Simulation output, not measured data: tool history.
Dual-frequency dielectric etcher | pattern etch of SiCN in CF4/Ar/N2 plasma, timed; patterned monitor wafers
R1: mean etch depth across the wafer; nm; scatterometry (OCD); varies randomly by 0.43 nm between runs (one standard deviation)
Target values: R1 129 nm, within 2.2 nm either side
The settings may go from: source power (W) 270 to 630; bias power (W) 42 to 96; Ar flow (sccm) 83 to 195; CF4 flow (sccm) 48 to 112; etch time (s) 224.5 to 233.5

run 1 hour=0 | source_power_(W)=450 bias_power_(W)=69 Ar_flow_(sccm)=139 CF4_flow_(sccm)=80 etch_time_(s)=224.5 | R1=180.91
run 2 hour=8.8 | source_power_(W)=410 bias_power_(W)=69 Ar_flow_(sccm)=139 CF4_flow_(sccm)=80 etch_time_(s)=224.5 | R1=166.73
run 3 hour=17.6 | source_power_(W)=410 bias_power_(W)=69 Ar_flow_(sccm)=139 CF4_flow_(sccm)=69 etch_time_(s)=224.5 | R1=163.49
run 4 hour=20.5 | source_power_(W)=380 bias_power_(W)=69 Ar_flow_(sccm)=139 CF4_flow_(sccm)=69 etch_time_(s)=224.5 | R1=153.11
run 5 hour=26.9 | source_power_(W)=360 bias_power_(W)=69 Ar_flow_(sccm)=139 CF4_flow_(sccm)=69 etch_time_(s)=224.5 | R1=146.22
run 6 hour=28.7 | source_power_(W)=360 bias_power_(W)=69 Ar_flow_(sccm)=139 CF4_flow_(sccm)=69 etch_time_(s)=233.5 | R1=151.7
run 7 hour=30.6 | source_power_(W)=340 bias_power_(W)=69 Ar_flow_(sccm)=139 CF4_flow_(sccm)=69 etch_time_(s)=233.5 | R1=143.96
run 8 hour=37.1 | source_power_(W)=340 bias_power_(W)=69 Ar_flow_(sccm)=139 CF4_flow_(sccm)=69 etch_time_(s)=233.5 | R1=143.24
-- hour=43.8 wet clean of the chamber
run 9 hour=43.8 | source_power_(W)=330 bias_power_(W)=69 Ar_flow_(sccm)=139 CF4_flow_(sccm)=69 etch_time_(s)=233.5 | R1=146.2
run 10 hour=49.1 | source_power_(W)=320 bias_power_(W)=68 Ar_flow_(sccm)=139 CF4_flow_(sccm)=69 etch_time_(s)=233.5 | R1=140.99
run 11 hour=51.5 | source_power_(W)=310 bias_power_(W)=68 Ar_flow_(sccm)=139 CF4_flow_(sccm)=69 etch_time_(s)=233.5 | R1=137.04
run 12 hour=57.7 | source_power_(W)=300 bias_power_(W)=68 Ar_flow_(sccm)=139 CF4_flow_(sccm)=69 etch_time_(s)=233.5 | R1=133.51

Consider the 5 candidate settings below. Which is the only one whose results all fall within their allowed miss of target?
run A hour=63.9 | source_power_(W)=310 bias_power_(W)=67 Ar_flow_(sccm)=150 CF4_flow_(sccm)=66 etch_time_(s)=233.5 | R1=?
run B hour=63.9 | source_power_(W)=300 bias_power_(W)=67 Ar_flow_(sccm)=144 CF4_flow_(sccm)=65 etch_time_(s)=231 | R1=?
run C hour=63.9 | source_power_(W)=320 bias_power_(W)=66 Ar_flow_(sccm)=130 CF4_flow_(sccm)=73 etch_time_(s)=225.5 | R1=?
run D hour=63.9 | source_power_(W)=320 bias_power_(W)=68 Ar_flow_(sccm)=129 CF4_flow_(sccm)=68 etch_time_(s)=233.5 | R1=?
run E hour=63.9 | source_power_(W)=310 bias_power_(W)=66 Ar_flow_(sccm)=136 CF4_flow_(sccm)=63 etch_time_(s)=233.5 | R1=?

move=A R1=134.44
move=B R1=129.52
move=C R1=137.49
move=D R1=142.23
move=E R1=134.95
A: lands further from the targets than the last run did
B: hits every target within its allowed miss
C: lands further from the targets than the last run did
D: lands further from the targets than the last run did
E: lands further from the targets than the last run did
B is the move that brings every result within its allowed miss.
